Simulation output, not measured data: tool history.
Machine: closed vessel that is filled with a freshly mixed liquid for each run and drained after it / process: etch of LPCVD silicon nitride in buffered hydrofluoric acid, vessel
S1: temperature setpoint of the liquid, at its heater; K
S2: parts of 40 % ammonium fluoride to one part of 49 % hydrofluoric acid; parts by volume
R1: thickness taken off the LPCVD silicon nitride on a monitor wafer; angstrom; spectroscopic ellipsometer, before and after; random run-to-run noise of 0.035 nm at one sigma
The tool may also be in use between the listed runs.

Run 1, day 0.000: S1 297.15 K, S2 22.5 parts by volume, time in the liquid (s) 725. Result: R1 53.214 angstrom.
Run 2, day 0.100: S1 297.15 K, S2 25.0 parts by volume, time in the liquid (s) 725. Result: R1 48.570 angstrom.
Run 3, day 0.371: S1 296.65 K, S2 25.0 parts by volume, time in the liquid (s) 725. Result: R1 48.394 angstrom.
Run 4, day 0.738: S1 296.65 K, S2 25.0 parts by volume, time in the liquid (s) 725. Result: R1 48.041 angstrom.
Run 5, day 0.833: S1 296.15 K, S2 25.0 parts by volume, time in the liquid (s) 725. Result: R1 46.740 angstrom.
Run 6, day 0.908: S1 296.15 K, S2 20.0 parts by volume, time in the liquid (s) 725. Result: R1 54.209 angstrom.
Run 7, day 1.017: S1 295.15 K, S2 20.0 parts by volume, time in the liquid (s) 725. Result: R1 50.949 angstrom.
Run 8, day 1.358: S1 294.15 K, S2 20.0 parts by volume, time in the liquid (s) 725. Result: R1 49.749 angstrom.

Predict the results of run 9:
Run 9, day 1.721: S1 293.15 K, S2 20.0 parts by volume, time in the liquid (s) 725. Result: R1 ?.

R1: 46.039 angstrom
